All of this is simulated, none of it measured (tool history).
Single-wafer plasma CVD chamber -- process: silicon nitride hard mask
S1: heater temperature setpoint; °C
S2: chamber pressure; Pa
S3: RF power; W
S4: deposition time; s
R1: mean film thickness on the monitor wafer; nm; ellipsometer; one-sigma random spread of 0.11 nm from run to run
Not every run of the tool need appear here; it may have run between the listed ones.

| run | day | S1 | S2 | S3 | S4 | R1 |
|---|---|---|---|---|---|---|
| 1 | 0 | 380 | 155 | 345 | 45.1 | 52.279 |
| 2 | 0.367 | 390 | 155 | 345 | 45.1 | 52 |
| 3 | 0.521 | 390 | 155 | 380 | 45.1 | 55.331 |
| 4 | 0.579 | 390 | 137 | 365 | 45.1 | 50.7 |
| 5 | 0.875 | 390 | 125 | 365 | 45.1 | 48.364 |
| 6 | 1.229 | 390 | 125 | 395 | 45.1 | 50.528 |
| 7 | 1.454 | 390 | 116 | 390 | 45.1 | 48.04 |
| 8 | 1.604 | 390 | 109 | 390 | 45.1 | 46.033 |
| 9 | 1.8 | 390 | 107 | 390 | 45.1 | 45.161 |
| 10 | 1.842 | 390 | 105 | 390 | 45.1 | 44.79 |
| 11 | 1.912 | 390 | 95 | 390 | 45.1 | 40.9 |
| 12 | 2.208 | 391 | 97 | 390 | 45.1 | 41.989 |
| 13 | 2.467 | 388 | 99 | 390 | 45.1 | 42.443 |

Run 14, settings as shown, results not yet in. Your forecast:
| 14 | 2.75 | 391 | 99 | 390 | 45.1 | ? |

{"run 14": {"R1": 42.426}}
